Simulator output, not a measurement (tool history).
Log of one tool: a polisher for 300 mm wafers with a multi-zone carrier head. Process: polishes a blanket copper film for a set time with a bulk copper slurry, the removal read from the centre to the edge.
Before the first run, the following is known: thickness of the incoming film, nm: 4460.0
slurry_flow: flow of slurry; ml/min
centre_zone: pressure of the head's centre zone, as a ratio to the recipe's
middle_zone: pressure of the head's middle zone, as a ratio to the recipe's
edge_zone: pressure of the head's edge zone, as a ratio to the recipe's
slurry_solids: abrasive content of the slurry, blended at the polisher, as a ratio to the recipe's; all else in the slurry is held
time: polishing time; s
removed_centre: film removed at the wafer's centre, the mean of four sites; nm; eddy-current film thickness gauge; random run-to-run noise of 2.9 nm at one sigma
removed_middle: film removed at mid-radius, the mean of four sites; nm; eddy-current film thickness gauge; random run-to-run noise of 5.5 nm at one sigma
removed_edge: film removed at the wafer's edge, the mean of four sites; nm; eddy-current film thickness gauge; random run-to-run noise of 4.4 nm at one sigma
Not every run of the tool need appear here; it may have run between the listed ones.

run  hour  slurry_flow  centre_zone  middle_zone  edge_zone  slurry_solids  time  removed_centre  removed_middle  removed_edge
  1     0          195            1            1          1              1    53          663.51          662.23        638.68
  2   2.7          195         1.06            1          1              1    53          693.84          661.05        635.83
  3   8.8          195         1.06            1          1           0.85    53          682.54          636.32         631.2
  4  13.4          180         0.99         0.97          1           0.75    47          550.67          542.88        540.61
  5    22          180         0.99         0.97          1           0.85    47          557.84          546.82        564.19
  6  27.1          180         1.03         0.97          1           0.85    47          583.21          547.57        561.09
  7  28.8          170         0.97         0.94       0.99           0.75    44          503.07          489.16        509.46
  8  36.2          130         0.87         0.84          1            0.5    37          333.76          340.09        397.53

Run 9, settings as shown, results not yet in. Your forecast:
  9  38.7          180         0.88         0.88       1.04           0.55    37               ?               ?             ?

removed_centre: 370.3 nm
removed_middle: 381.03 nm
removed_edge: 427.12 nm
